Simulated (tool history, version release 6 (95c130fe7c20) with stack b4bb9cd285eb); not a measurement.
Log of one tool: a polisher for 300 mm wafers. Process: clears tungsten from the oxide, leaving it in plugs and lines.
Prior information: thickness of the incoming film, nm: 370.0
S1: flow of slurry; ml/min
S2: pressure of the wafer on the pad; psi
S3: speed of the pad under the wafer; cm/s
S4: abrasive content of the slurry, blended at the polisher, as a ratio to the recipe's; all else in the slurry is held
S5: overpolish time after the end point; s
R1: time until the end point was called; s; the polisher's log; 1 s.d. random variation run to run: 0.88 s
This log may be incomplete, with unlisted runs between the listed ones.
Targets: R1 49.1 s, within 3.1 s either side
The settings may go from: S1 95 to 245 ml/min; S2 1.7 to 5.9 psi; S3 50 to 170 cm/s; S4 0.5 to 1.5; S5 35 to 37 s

run 1 hour=0 | S1=155 S2=3.8 S3=110 S4=1 S5=35 | R1=71.56
run 2 hour=8.3 | S1=155 S2=3.8 S3=110 S4=1.1 S5=35 | R1=70.498
run 3 hour=14 | S1=155 S2=3.8 S3=92 S4=1.1 S5=35 | R1=80.231
run 4 hour=22.3 | S1=155 S2=3.8 S3=92 S4=1.1 S5=37 | R1=81.254
run 5 hour=23.9 | S1=155 S2=3.8 S3=92 S4=1.1 S5=37 | R1=83.649
run 6 hour=28.8 | S1=155 S2=4.2 S3=94 S4=1.1 S5=37 | R1=72.414
run 7 hour=29.4 | S1=155 S2=4.5 S3=96 S4=1.1 S5=37 | R1=66.961
run 8 hour=33.6 | S1=155 S2=4.8 S3=98 S4=1.1 S5=37 | R1=62.94
run 9 hour=37.3 | S1=155 S2=4.8 S3=98 S4=1.1 S5=37 | R1=62.398
run 10 hour=43.2 | S1=155 S2=5 S3=100 S4=1.1 S5=37 | R1=58.681
run 11 hour=47.2 | S1=155 S2=5.2 S3=100 S4=1.1 S5=37 | R1=55.567
run 12 hour=55.1 | S1=155 S2=5.3 S3=100 S4=1.1 S5=37 | R1=55.961
run 13 hour=62.4 | S1=155 S2=5.4 S3=100 S4=1.1 S5=37 | R1=53.694

Exactly one of the 5 candidate moves below puts every result within its allowed miss. Which one?
run A hour=69.7 | S1=115 S2=5.8 S3=124 S4=1.15 S5=37 | R1=?
run B hour=69.7 | S1=195 S2=5.3 S3=92 S4=1.25 S5=37 | R1=?
run C hour=69.7 | S1=180 S2=4.7 S3=154 S4=1 S5=35 | R1=?
run D hour=69.7 | S1=170 S2=5.6 S3=108 S4=1 S5=37 | R1=?
run E hour=69.7 | S1=175 S2=5.1 S3=100 S4=1.1 S5=37 | R1=?

move=A R1=45.232
move=B R1=58.189
move=C R1=42.65
move=D R1=51.246
move=E R1=58.672
A: the result that was furthest off in the last run now lies on the other side of its target
B: lands further from the targets than the last run did
C: the result that was furthest off in the last run now lies on the other side of its target
D: in spec on every target
E: lands further from the targets than the last run did
Move D is the one to make.
